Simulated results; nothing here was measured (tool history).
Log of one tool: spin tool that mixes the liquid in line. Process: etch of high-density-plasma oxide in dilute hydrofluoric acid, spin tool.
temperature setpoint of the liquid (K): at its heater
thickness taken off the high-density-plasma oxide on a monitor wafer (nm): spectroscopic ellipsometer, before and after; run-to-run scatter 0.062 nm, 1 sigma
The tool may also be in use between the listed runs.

run,hour,temperature setpoint of the liquid (K),parts of water to one part of 49 % hydrofluoric acid (parts by volume),time under the liquid (s),thickness taken off the high-density-plasma oxide on a monitor wafer (nm)
1,0.0,297.15,235,100,3.4503
2,5.4,299.65,195,100,4.7335
3,10.6,301.15,170,100,5.9231
4,15.7,302.15,155,100,6.8007
5,19.9,304.65,155,100,7.4566
6,21.0,304.65,155,80,5.9363
7,26.7,304.65,135,80,7.1099
8,32.6,304.65,125,80,7.8068
9,33.2,304.65,120,80,8.0966

The next listed run, before its measurement:
10,38.1,304.65,115,80,?

thickness taken off the high-density-plasma oxide on a monitor wafer (nm): 8.4901

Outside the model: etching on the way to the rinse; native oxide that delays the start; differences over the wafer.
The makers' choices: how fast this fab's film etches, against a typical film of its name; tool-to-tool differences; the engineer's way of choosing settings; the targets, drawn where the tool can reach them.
